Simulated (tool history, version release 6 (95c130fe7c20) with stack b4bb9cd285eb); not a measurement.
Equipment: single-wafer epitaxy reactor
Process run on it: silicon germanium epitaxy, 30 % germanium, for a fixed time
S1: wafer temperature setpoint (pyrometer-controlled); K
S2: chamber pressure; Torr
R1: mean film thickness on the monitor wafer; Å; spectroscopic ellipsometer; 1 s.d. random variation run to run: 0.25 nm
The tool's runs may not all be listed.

run,hour,S1,S2,R1
1,0.0,853.15,16.7,393.20
2,1.5,853.15,14.7,376.20
3,7.4,855.15,14.7,389.66
4,14.4,859.15,14.7,427.02
5,19.3,859.15,13.0,411.73
6,22.4,859.15,14.5,428.60

What will run 7 give?
7,25.1,860.15,14.5,?

R1: 437.94 Å
